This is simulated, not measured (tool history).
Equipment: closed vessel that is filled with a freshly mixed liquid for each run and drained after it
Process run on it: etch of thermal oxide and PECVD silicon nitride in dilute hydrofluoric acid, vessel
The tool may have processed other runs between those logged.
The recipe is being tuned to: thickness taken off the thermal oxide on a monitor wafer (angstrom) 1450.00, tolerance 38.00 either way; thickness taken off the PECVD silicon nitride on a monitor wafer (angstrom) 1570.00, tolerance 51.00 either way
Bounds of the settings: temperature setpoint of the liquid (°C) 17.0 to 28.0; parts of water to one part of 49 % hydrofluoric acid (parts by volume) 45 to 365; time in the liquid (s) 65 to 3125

run,hour,temperature setpoint of the liquid (°C),parts of water to one part of 49 % hydrofluoric acid (parts by volume),time in the liquid (s),thickness taken off the thermal oxide on a monitor wafer (angstrom),thickness taken off the PECVD silicon nitride on a monitor wafer (angstrom)
1,0.0,20.0,205,1595,296.85,381.02
2,7.3,20.0,150,1595,439.50,525.18
3,11.1,20.0,150,1910,521.67,616.32
4,15.7,20.5,130,1985,644.45,767.06
5,16.5,20.5,115,2055,773.38,886.04
6,20.3,20.5,115,1690,643.24,727.01
7,26.5,21.5,100,1705,782.33,906.40
8,28.1,21.5,100,1705,784.75,918.45
9,29.0,21.5,90,1735,914.45,1026.50
10,36.0,22.0,80,1665,1001.30,1153.50
11,43.5,22.0,75,1660,1079.10,1217.10
12,49.3,22.0,70,1620,1133.70,1287.50
13,50.8,22.0,65,1605,1214.80,1362.20
14,58.8,22.0,45,1710,1939.60,2080.00
15,65.3,22.0,50,1705,1735.40,1852.90
16,71.1,22.0,60,1705,1418.70,1596.20
17,71.9,21.5,60,1695,1366.80,1491.20
18,73.6,21.5,55,1685,1490.40,1630.00

Which of these 4 next moves meets every target?
A,75.3,21.0,60,1815,?,?
B,75.3,20.0,45,1370,?,?
C,75.3,18.5,45,1590,?,?
D,75.3,25.0,85,2230,?,?

move,thickness taken off the thermal oxide on a monitor wafer (angstrom),thickness taken off the PECVD silicon nitride on a monitor wafer (angstrom)
A,1432.30,1576.60
B,1409.90,1472.90
C,1536.10,1541.70
D,1410.10,1788.80
A: every result lands within tolerance
B: the result that was furthest off in the last run now lies on the other side of its target
C: the furthest-off result lands on target, but another misses its tolerance
D: further off than the last run
Move A is the one to make.
